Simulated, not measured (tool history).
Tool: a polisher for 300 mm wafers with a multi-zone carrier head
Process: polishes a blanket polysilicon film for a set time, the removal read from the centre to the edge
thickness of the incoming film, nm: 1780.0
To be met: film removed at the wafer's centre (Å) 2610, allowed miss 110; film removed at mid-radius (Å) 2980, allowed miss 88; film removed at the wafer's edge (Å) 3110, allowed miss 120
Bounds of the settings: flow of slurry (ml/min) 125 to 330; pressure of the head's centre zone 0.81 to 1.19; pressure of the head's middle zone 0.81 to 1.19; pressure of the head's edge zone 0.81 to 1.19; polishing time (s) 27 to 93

run	hour	flow of slurry (ml/min)	pressure of the head's centre zone	pressure of the head's middle zone	pressure of the head's edge zone	polishing time (s)	film removed at the wafer's centre (Å)	film removed at mid-radius (Å)	film removed at the wafer's edge (Å)
1	0	210	1	1	1	59	4174.9	4068.1	4145.4
2	3.2	200	0.97	0.99	0.99	56	3812.2	3803.8	3851.3
3	7.3	190	0.94	0.98	0.99	54	3462.3	3557.5	3704.8
4	11.6	190	0.94	0.95	0.99	54	3423.4	3533.1	3669.7
5	17.6	215	0.94	0.95	0.99	54	3483.6	3606.5	3742.6
6	21.5	185	0.94	0.95	0.99	54	3453.1	3509.4	3622.3
7	29.9	195	0.84	0.93	0.97	43	2471.3	2790	2876.1
8	36.4	205	0.84	0.94	0.98	43	2452.8	2816.6	2869.1
9	39.3	205	0.84	0.94	0.98	43	2457.7	2811.9	2970.6
10	40.3	210	0.85	0.95	0.98	43	2501.8	2867.9	2951.2
11	47.5	215	0.85	0.95	0.99	43	2534.2	2894.1	2927.7

5 next moves are on the table. One of them brings every result within its allowed miss. Which?
A	54.7	180	0.91	1.07	1	42	?	?	?
B	54.7	190	0.92	1.02	0.98	42	?	?	?
C	54.7	245	0.86	0.95	0.94	41	?	?	?
D	54.7	290	0.86	1.08	1	40	?	?	?
E	54.7	260	0.83	0.92	0.96	45	?	?	?

move	film removed at the wafer's centre (Å)	film removed at mid-radius (Å)	film removed at the wafer's edge (Å)
A	2564.9	3013.2	2882.7
B	2611	2917.3	2870
C	2454.1	2766.7	2806
D	2439.1	3040	2848.8
E	2615	2978.3	3125.2
A: further off than the last run
B: further off than the last run
C: further off than the last run
D: further off than the last run
E: meets every target
Move E is the one to make.
